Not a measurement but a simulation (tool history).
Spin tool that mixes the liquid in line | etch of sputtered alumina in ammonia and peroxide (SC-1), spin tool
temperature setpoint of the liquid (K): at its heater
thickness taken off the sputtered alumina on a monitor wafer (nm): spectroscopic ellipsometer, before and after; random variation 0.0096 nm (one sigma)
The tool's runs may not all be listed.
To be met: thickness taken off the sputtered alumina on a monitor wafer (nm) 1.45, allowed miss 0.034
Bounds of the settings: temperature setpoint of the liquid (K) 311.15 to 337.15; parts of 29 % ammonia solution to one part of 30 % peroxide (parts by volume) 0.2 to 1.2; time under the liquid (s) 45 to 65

run,day,temperature setpoint of the liquid (K),parts of 29 % ammonia solution to one part of 30 % peroxide (parts by volume),time under the liquid (s),thickness taken off the sputtered alumina on a monitor wafer (nm)
1,0,321.15,0.8,65,2.3752
2,0.067,328.15,0.8,65,3.4435
3,0.379,325.15,0.8,65,2.935
4,0.708,322.65,0.8,65,2.571
5,0.767,320.65,0.8,65,2.2986
6,0.858,319.15,0.8,65,2.1212
# day 1.112: new drum of ammonia solution connected
7,1.112,317.65,0.8,65,1.94
8,1.133,316.65,0.8,65,1.8613
9,1.396,315.65,0.8,65,1.7358

4 next moves are on the table. One of them brings every result within its allowed miss. Which?
A,1.658,319.65,0.8,65,?
B,1.658,320.15,0.65,65,?
C,1.658,316.65,0.8,65,?
D,1.658,312.15,0.95,65,?

move,thickness taken off the sputtered alumina on a monitor wafer (nm)
A,2.1936
B,2.212
C,1.8491
D,1.4449
A: further off than the last run
B: further off than the last run
C: further off than the last run
D: meets every target
Answer: D

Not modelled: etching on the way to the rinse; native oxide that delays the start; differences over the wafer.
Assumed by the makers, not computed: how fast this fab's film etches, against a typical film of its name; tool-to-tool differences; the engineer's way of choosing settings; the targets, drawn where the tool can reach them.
